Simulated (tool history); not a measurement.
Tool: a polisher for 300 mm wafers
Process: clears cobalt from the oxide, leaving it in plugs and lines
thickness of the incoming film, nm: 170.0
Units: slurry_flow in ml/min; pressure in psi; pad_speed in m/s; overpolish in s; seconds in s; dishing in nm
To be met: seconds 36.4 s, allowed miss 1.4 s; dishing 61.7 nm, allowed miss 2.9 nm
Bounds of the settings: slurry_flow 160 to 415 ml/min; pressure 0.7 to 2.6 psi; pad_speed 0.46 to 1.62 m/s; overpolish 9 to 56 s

| run | day | slurry_flow | pressure | pad_speed | overpolish | seconds | dishing |
|---|---|---|---|---|---|---|---|
| 1 | 0 | 265 | 1.6 | 1.04 | 29 | 45.991 | 53.589 |
| 2 | 0.146 | 225 | 1.6 | 1.04 | 29 | 47.168 | 53.134 |
| 3 | 0.462 | 225 | 1.6 | 0.78 | 29 | 61.483 | 48.079 |
| 4 | 0.746 | 230 | 1.8 | 0.78 | 30 | 55.703 | 50.573 |
| 5 | 0.975 | 235 | 2 | 0.78 | 31 | 48.787 | 52.311 |
| 6 | 1.271 | 235 | 2 | 0.78 | 38 | 49.857 | 55.971 |
| 7 | 1.35 | 240 | 2.1 | 0.78 | 38 | 48.326 | 57.299 |
| 8 | 1.538 | 240 | 2.2 | 0.78 | 38 | 45.056 | 58.211 |
| 9 | 1.596 | 240 | 2.2 | 0.78 | 38 | 44.019 | 58.572 |
| 10 | 1.642 | 240 | 2.3 | 0.78 | 38 | 43.277 | 59.695 |
| 11 | 1.929 | 240 | 2.4 | 0.78 | 37 | 41.162 | 58.643 |
| 12 | 2.033 | 240 | 2.4 | 0.78 | 37 | 41.978 | 58.97 |
| 13 | 2.071 | 245 | 2.4 | 0.8 | 37 | 40.095 | 58.564 |

5 next moves are on the table. One of them brings every result within its allowed miss. Which?
| A | 2.108 | 380 | 2.6 | 0.78 | 52 | ? | ? |
| B | 2.108 | 185 | 2.5 | 0.88 | 23 | ? | ? |
| C | 2.108 | 250 | 2.5 | 0.92 | 26 | ? | ? |
| D | 2.108 | 245 | 2.6 | 0.92 | 21 | ? | ? |
| E | 2.108 | 250 | 2.6 | 0.9 | 21 | ? | ? |

| move | seconds | dishing |
|---|---|---|
| A | 36.455 | 62.727 |
| B | 36.388 | 53.284 |
| C | 33.543 | 56.769 |
| D | 32.349 | 53.743 |
| E | 32.97 | 53.4 |
A: meets every target
B: brings the result that was furthest off to its target, and leaves another outside
C: takes the result that was furthest off past its target
D: takes the result that was furthest off past its target
E: takes the result that was furthest off past its target
Move A is the one to make.
